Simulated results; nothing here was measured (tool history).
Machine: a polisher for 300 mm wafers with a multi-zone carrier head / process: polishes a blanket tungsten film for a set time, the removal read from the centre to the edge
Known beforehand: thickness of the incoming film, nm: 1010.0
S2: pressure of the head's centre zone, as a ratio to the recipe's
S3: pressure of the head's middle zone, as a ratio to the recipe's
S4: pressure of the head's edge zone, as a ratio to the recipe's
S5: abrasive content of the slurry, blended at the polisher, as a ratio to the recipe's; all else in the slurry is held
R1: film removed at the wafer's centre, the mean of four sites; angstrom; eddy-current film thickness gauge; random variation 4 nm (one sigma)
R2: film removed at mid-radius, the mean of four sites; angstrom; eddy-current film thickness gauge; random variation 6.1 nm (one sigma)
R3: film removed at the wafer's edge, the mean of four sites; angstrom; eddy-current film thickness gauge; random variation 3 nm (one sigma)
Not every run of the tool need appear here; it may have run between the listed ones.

{"run": 1, "day": 0.0, "flow of slurry (ml/min)": 145, "S2": 1.0, "S3": 1.0, "S4": 1.0, "S5": 1.0, "polishing time (s)": 44, "R1": 3195.3, "R2": 3270.4, "R3": 3153.4}
{"run": 2, "day": 0.042, "flow of slurry (ml/min)": 155, "S2": 1.02, "S3": 1.03, "S4": 1.03, "S5": 1.1, "polishing time (s)": 46, "R1": 3546.3, "R2": 3712.2, "R3": 3419.1}
{"run": 3, "day": 0.312, "flow of slurry (ml/min)": 180, "S2": 1.02, "S3": 1.03, "S4": 1.03, "S5": 1.1, "polishing time (s)": 46, "R1": 3622.9, "R2": 3740.9, "R3": 3550.6}
{"run": 4, "day": 0.442, "flow of slurry (ml/min)": 180, "S2": 1.02, "S3": 1.03, "S4": 1.03, "S5": 0.9, "polishing time (s)": 46, "R1": 3508.8, "R2": 3580.4, "R3": 3391.4}
{"run": 5, "day": 0.471, "flow of slurry (ml/min)": 190, "S2": 1.04, "S3": 1.04, "S4": 1.06, "S5": 1.05, "polishing time (s)": 47, "R1": 3772.0, "R2": 3877.0, "R3": 3697.9}
{"run": 6, "day": 0.538, "flow of slurry (ml/min)": 190, "S2": 1.04, "S3": 1.04, "S4": 1.06, "S5": 1.05, "polishing time (s)": 40, "R1": 3225.0, "R2": 3230.4, "R3": 3100.9}
{"run": 7, "day": 0.758, "flow of slurry (ml/min)": 195, "S2": 1.06, "S3": 1.05, "S4": 1.08, "S5": 1.15, "polishing time (s)": 43, "R1": 3580.9, "R2": 3563.2, "R3": 3464.8}
{"run": 8, "day": 0.942, "flow of slurry (ml/min)": 200, "S2": 1.08, "S3": 1.07, "S4": 1.09, "S5": 1.25, "polishing time (s)": 45, "R1": 3943.7, "R2": 3969.9, "R3": 3725.2}

Run 9 is up next; what results do you expect?
{"run": 9, "day": 1.033, "flow of slurry (ml/min)": 205, "S2": 1.09, "S3": 1.08, "S4": 1.11, "S5": 1.3, "polishing time (s)": 47, "R1": "?", "R2": "?", "R3": "?"}

{"run 9": {"R1": 4211.2, "R2": 4166.9, "R3": 3925.2}}
